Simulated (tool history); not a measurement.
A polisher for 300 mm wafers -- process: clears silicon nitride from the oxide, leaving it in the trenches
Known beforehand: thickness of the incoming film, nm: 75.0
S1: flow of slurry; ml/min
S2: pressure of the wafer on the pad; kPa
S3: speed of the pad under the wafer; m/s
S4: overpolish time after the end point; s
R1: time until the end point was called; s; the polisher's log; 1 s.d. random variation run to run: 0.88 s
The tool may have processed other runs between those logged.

| run | hour | S1 | S2 | S3 | S4 | R1 |
|---|---|---|---|---|---|---|
| 1 | 0 | 245 | 15.9 | 1.24 | 16 | 82.069 |
| 2 | 4.1 | 245 | 17.2 | 1.26 | 16 | 71.962 |
| 3 | 7.9 | 245 | 19.3 | 1.26 | 16 | 66.045 |
| 4 | 10.8 | 245 | 20.7 | 1.28 | 16 | 59.043 |
| 5 | 14.7 | 280 | 20.7 | 1.28 | 16 | 58.716 |
| 6 | 17.7 | 280 | 21.4 | 1.3 | 16 | 58.159 |
| 7 | 19.1 | 280 | 22.1 | 1.32 | 16 | 54.134 |

What does the tool deliver on the next run?
| 8 | 23 | 280 | 22.8 | 1.32 | 16 | ? |

{"run 8": {"R1": 52.813}}
